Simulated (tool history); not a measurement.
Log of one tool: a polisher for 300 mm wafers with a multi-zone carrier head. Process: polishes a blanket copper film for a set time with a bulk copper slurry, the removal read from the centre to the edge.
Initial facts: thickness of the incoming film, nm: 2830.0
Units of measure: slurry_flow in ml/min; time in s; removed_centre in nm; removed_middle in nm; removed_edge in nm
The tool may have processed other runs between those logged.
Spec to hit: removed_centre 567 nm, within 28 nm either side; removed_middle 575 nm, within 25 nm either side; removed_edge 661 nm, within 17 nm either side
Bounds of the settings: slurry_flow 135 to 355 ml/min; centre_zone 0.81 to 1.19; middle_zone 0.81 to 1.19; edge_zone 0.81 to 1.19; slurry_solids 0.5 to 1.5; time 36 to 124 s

Run 1, hour 0: slurry_flow 225 ml/min, centre_zone 1, middle_zone 1, edge_zone 1, slurry_solids 1, time 79 s. Result: removed_centre 957.5 nm, removed_middle 985.57 nm, removed_edge 993.84 nm.
Run 2, hour 6.1: slurry_flow 215 ml/min, centre_zone 0.97, middle_zone 0.96, edge_zone 0.99, slurry_solids 0.85, time 74 s. Result: removed_centre 873.55 nm, removed_middle 845.08 nm, removed_edge 893.66 nm.
Run 3, hour 6.6: slurry_flow 205 ml/min, centre_zone 0.93, middle_zone 0.95, edge_zone 1, slurry_solids 0.8, time 69 s. Result: removed_centre 757.11 nm, removed_middle 778.55 nm, removed_edge 833.11 nm.
Run 4, hour 9.3: slurry_flow 205 ml/min, centre_zone 0.93, middle_zone 0.99, edge_zone 1, slurry_solids 0.8, time 69 s. Result: removed_centre 737.15 nm, removed_middle 810.02 nm, removed_edge 824.82 nm.
Run 5, hour 12.7: slurry_flow 205 ml/min, centre_zone 0.93, middle_zone 0.99, edge_zone 1, slurry_solids 0.8, time 82 s. Result: removed_centre 900.96 nm, removed_middle 939.52 nm, removed_edge 983.17 nm.
Run 6, hour 14.2: slurry_flow 195 ml/min, centre_zone 0.91, middle_zone 0.96, edge_zone 0.99, slurry_solids 0.7, time 76 s. Result: removed_centre 778.49 nm, removed_middle 868.6 nm, removed_edge 893.78 nm.
Run 7, hour 23: slurry_flow 195 ml/min, centre_zone 0.91, middle_zone 0.93, edge_zone 1, slurry_solids 0.65, time 70 s. Result: removed_centre 719.01 nm, removed_middle 746.22 nm, removed_edge 809.92 nm.
Run 8, hour 31.8: slurry_flow 190 ml/min, centre_zone 0.9, middle_zone 0.91, edge_zone 0.99, slurry_solids 0.6, time 67 s. Result: removed_centre 660.19 nm, removed_middle 681.28 nm, removed_edge 767.23 nm.
Run 9, hour 40.6: slurry_flow 185 ml/min, centre_zone 0.89, middle_zone 0.9, edge_zone 0.96, slurry_solids 0.55, time 66 s. Result: removed_centre 653.67 nm, removed_middle 680.37 nm, removed_edge 737.63 nm.
Run 10, hour 47.1: slurry_flow 180 ml/min, centre_zone 0.88, middle_zone 0.88, edge_zone 0.96, slurry_solids 0.55, time 64 s. Result: removed_centre 610.48 nm, removed_middle 623.12 nm, removed_edge 721 nm.
Run 11, hour 50.6: slurry_flow 175 ml/min, centre_zone 0.88, middle_zone 0.87, edge_zone 0.94, slurry_solids 0.55, time 63 s. Result: removed_centre 610.35 nm, removed_middle 624.27 nm, removed_edge 693.73 nm.
Run 12, hour 55.4: slurry_flow 170 ml/min, centre_zone 0.87, middle_zone 0.86, edge_zone 0.93, slurry_solids 0.55, time 63 s. Result: removed_centre 608.56 nm, removed_middle 595.31 nm, removed_edge 681.88 nm.
Run 13, hour 56.3: slurry_flow 150 ml/min, centre_zone 0.81, middle_zone 0.87, edge_zone 0.91, slurry_solids 0.5, time 63 s. Result: removed_centre 532.36 nm, removed_middle 594.63 nm, removed_edge 660.2 nm.
Run 14, hour 57.3: slurry_flow 150 ml/min, centre_zone 0.82, middle_zone 0.86, edge_zone 0.91, slurry_solids 0.5, time 63 s. Result: removed_centre 534.5 nm, removed_middle 574.21 nm, removed_edge 661.45 nm.

Exactly one of the 4 candidate moves below puts every result within its allowed miss. Which one?
Run A, hour 58.3: slurry_flow 175 ml/min, centre_zone 0.82, middle_zone 0.91, edge_zone 1.05, slurry_solids 0.5, time 58 s. Result: removed_centre ?, removed_middle ?, removed_edge ?.
Run B, hour 58.3: slurry_flow 145 ml/min, centre_zone 0.86, middle_zone 0.84, edge_zone 0.93, slurry_solids 0.5, time 63 s. Result: removed_centre ?, removed_middle ?, removed_edge ?.
Run C, hour 58.3: slurry_flow 230 ml/min, centre_zone 0.81, middle_zone 0.88, edge_zone 1.02, slurry_solids 0.5, time 57 s. Result: removed_centre ?, removed_middle ?, removed_edge ?.
Run D, hour 58.3: slurry_flow 135 ml/min, centre_zone 0.81, middle_zone 0.88, edge_zone 0.94, slurry_solids 0.55, time 61 s. Result: removed_centre ?, removed_middle ?, removed_edge ?.

move  removed_centre  removed_middle  removed_edge
   A          510.36          569.65        671.62
   B          557.89           558.3        670.78
   C          518.88          567.77        671.48
   D          504.43          558.34        651.34
A: its largest miss is bigger than the last run's
B: every result within its allowed miss
C: its largest miss is bigger than the last run's
D: its largest miss is bigger than the last run's
So the answer is move B, the one that meets all the targets.
